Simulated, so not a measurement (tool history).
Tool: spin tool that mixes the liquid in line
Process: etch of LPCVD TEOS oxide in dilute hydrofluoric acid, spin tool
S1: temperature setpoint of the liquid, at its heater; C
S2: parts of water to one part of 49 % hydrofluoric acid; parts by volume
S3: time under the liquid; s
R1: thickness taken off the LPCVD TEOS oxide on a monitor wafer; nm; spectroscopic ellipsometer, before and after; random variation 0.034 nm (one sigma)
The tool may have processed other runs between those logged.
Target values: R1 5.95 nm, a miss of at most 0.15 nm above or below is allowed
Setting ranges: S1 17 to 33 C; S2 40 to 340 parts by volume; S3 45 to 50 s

{"run": 1, "hour": 0.0, "S1": 25, "S2": 190, "S3": 45, "R1": 9.7315}
{"run": 2, "hour": 4.5, "S1": 22.5, "S2": 190, "S3": 45, "R1": 8.9017}
{"run": 3, "hour": 7.7, "S1": 22.5, "S2": 190, "S3": 50, "R1": 9.7458}
{"run": 4, "hour": 14.6, "S1": 22.5, "S2": 190, "S3": 45, "R1": 8.8352}
{"run": 5, "hour": 19.1, "S1": 21, "S2": 200, "S3": 45, "R1": 7.8181}
{"run": 6, "hour": 22.0, "S1": 20, "S2": 205, "S3": 45, "R1": 7.3307}
{"run": 7, "hour": 28.8, "S1": 19, "S2": 210, "S3": 45, "R1": 6.891}
{"run": 8, "hour": 31.5, "S1": 18.5, "S2": 215, "S3": 45, "R1": 6.553}
{"run": 9, "hour": 38.6, "S1": 18, "S2": 215, "S3": 45, "R1": 6.4024}
{"run": 10, "hour": 39.2, "S1": 17.5, "S2": 215, "S3": 45, "R1": 6.2744}

Pick the move, out of 5, that brings all results within their allowed miss; only one does.
{"run": "A", "hour": 39.8, "S1": 17, "S2": 205, "S3": 45, "R1": "?"}
{"run": "B", "hour": 39.8, "S1": 17.5, "S2": 210, "S3": 45, "R1": "?"}
{"run": "C", "hour": 39.8, "S1": 19.5, "S2": 235, "S3": 50, "R1": "?"}
{"run": "D", "hour": 39.8, "S1": 17, "S2": 220, "S3": 45, "R1": "?"}
{"run": "E", "hour": 39.8, "S1": 17, "S2": 210, "S3": 45, "R1": "?"}

move=A R1=6.5391
move=B R1=6.4814
move=C R1=6.7949
move=D R1=6.0112
move=E R1=6.3545
A: its largest miss is bigger than the last run's
B: its largest miss is bigger than the last run's
C: its largest miss is bigger than the last run's
D: hits every target within its allowed miss
E: its largest miss is bigger than the last run's
D is the move that brings every result within its allowed miss.
